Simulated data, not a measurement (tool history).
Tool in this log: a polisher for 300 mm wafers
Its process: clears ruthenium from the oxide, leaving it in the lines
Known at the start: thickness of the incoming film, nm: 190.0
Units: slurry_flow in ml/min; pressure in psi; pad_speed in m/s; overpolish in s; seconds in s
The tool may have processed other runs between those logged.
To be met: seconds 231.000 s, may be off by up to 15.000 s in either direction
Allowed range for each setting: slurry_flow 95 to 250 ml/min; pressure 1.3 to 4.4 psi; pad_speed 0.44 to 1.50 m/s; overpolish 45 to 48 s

run 1 hour=0.0 | slurry_flow=160 pressure=2.8 pad_speed=0.96 overpolish=45 | seconds=116.350
run 2 hour=1.4 | slurry_flow=160 pressure=3.4 pad_speed=0.96 overpolish=45 | seconds=98.224
run 3 hour=5.7 | slurry_flow=160 pressure=3.4 pad_speed=0.96 overpolish=48 | seconds=96.714
run 4 hour=7.5 | slurry_flow=160 pressure=3.4 pad_speed=1.20 overpolish=48 | seconds=82.937
run 5 hour=14.3 | slurry_flow=155 pressure=3.1 pad_speed=1.14 overpolish=48 | seconds=90.690
run 6 hour=20.1 | slurry_flow=155 pressure=2.9 pad_speed=1.06 overpolish=48 | seconds=104.090
run 7 hour=21.7 | slurry_flow=155 pressure=2.7 pad_speed=1.00 overpolish=48 | seconds=117.410
run 8 hour=28.0 | slurry_flow=155 pressure=2.5 pad_speed=0.96 overpolish=48 | seconds=127.940
run 9 hour=35.0 | slurry_flow=155 pressure=2.3 pad_speed=0.92 overpolish=48 | seconds=147.010
run 10 hour=42.9 | slurry_flow=155 pressure=2.2 pad_speed=0.90 overpolish=48 | seconds=145.150

Which one of the following 4 next-run settings gets every result inside its allowed miss? There is exactly one.
run A hour=50.8 | slurry_flow=160 pressure=3.7 pad_speed=1.40 overpolish=48 | seconds=?
run B hour=50.8 | slurry_flow=220 pressure=3.2 pad_speed=1.10 overpolish=48 | seconds=?
run C hour=50.8 | slurry_flow=190 pressure=2.5 pad_speed=1.20 overpolish=45 | seconds=?
run D hour=50.8 | slurry_flow=125 pressure=1.3 pad_speed=0.88 overpolish=46 | seconds=?

move=A seconds=66.534
move=B seconds=87.975
move=C seconds=103.380
move=D seconds=236.940
A: moves away from the targets compared with the last run
B: moves away from the targets compared with the last run
C: moves away from the targets compared with the last run
D: every result lands within tolerance
Move D is the one to make.

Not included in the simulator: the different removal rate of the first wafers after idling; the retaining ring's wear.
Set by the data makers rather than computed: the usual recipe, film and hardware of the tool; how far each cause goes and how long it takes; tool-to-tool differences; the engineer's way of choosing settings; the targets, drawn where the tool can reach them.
